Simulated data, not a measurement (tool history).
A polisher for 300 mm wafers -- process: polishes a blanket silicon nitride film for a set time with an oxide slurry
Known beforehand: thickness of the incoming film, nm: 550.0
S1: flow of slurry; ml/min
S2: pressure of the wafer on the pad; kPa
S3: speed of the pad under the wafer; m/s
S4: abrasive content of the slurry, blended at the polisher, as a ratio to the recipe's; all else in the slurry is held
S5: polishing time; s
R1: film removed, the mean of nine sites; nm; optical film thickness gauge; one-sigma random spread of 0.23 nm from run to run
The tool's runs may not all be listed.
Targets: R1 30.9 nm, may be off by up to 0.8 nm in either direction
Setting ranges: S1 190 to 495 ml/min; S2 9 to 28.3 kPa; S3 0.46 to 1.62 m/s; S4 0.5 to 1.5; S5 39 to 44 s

run    day   S1    S2    S3  S4  S5      R1
  1      0  320  18.6  1.04   1  44  24.535
  2  0.208  320  19.3  1.04   1  44  25.419
  3  0.283  320  19.3  0.86   1  44  22.556
  4    0.6  245  19.3  0.86   1  44  22.335
  5  0.667  245  20.7  0.86   1  44  23.525
  6  0.967  245  20.7  0.74   1  44  21.424
  7  1.333  245  22.1  0.74   1  44  22.651
  8  1.567  245  23.4  0.76   1  44  24.751
  9  1.758  255  28.3  0.76   1  44  29.834

Pick the move, out of 5, that brings all results within their allowed miss; only one does.
  A  1.95  255  28.3  1.08  0.75  44   ?
  B  1.95  255  26.9  0.88     1  44   ?
  C  1.95  245  27.6  0.96  1.05  43   ?
  D  1.95  245  26.2  0.96     1  39   ?
  E  1.95  340  28.3  0.88     1  44   ?

move      R1
   A  33.258
   B  31.091
   C  33.375
   D  28.268
   E   33.46
A: takes the result that was furthest off past its target
B: every result lands within tolerance
C: takes the result that was furthest off past its target
D: misses by more than the last run did
E: takes the result that was furthest off past its target
Go with B: it meets all targets.
